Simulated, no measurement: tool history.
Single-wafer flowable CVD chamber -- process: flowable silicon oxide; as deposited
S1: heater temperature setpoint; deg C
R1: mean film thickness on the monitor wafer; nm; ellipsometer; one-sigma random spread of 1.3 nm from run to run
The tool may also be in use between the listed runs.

Run 1, hour 0: S1 100 deg C, chamber pressure (Torr) 0.625, RF power (W) 1635, deposition time (s) 610. Result: R1 244.91 nm.
Run 2, hour 8.2: S1 100 deg C, chamber pressure (Torr) 0.625, RF power (W) 1835, deposition time (s) 610. Result: R1 254.37 nm.
Run 3, hour 14.4: S1 100 deg C, chamber pressure (Torr) 0.625, RF power (W) 1670, deposition time (s) 610. Result: R1 246.45 nm.
Run 4, hour 17.3: S1 97 deg C, chamber pressure (Torr) 0.625, RF power (W) 1670, deposition time (s) 610. Result: R1 275.54 nm.
Run 5, hour 21: S1 97 deg C, chamber pressure (Torr) 0.625, RF power (W) 1885, deposition time (s) 610. Result: R1 285.49 nm.
Run 6, hour 23.8: S1 97 deg C, chamber pressure (Torr) 0.625, RF power (W) 1785, deposition time (s) 610. Result: R1 281.5 nm.
Run 7, hour 26: S1 95 deg C, chamber pressure (Torr) 0.625, RF power (W) 1785, deposition time (s) 610. Result: R1 302.47 nm.
Run 8, hour 32: S1 93 deg C, chamber pressure (Torr) 0.625, RF power (W) 1785, deposition time (s) 610. Result: R1 326.72 nm.
Run 9, hour 38.3: S1 91 deg C, chamber pressure (Torr) 0.625, RF power (W) 1785, deposition time (s) 610. Result: R1 353.39 nm.
Run 10, hour 39.3: S1 90 deg C, chamber pressure (Torr) 0.625, RF power (W) 1785, deposition time (s) 610. Result: R1 366.27 nm.
Run 11, hour 46.3: S1 89 deg C, chamber pressure (Torr) 0.625, RF power (W) 1785, deposition time (s) 610. Result: R1 379.09 nm.

Expected results for the next run?
Run 12, hour 47.1: S1 88 deg C, chamber pressure (Torr) 0.625, RF power (W) 1785, deposition time (s) 610. Result: R1 ?.

{"run 12": {"R1": 390.91}}
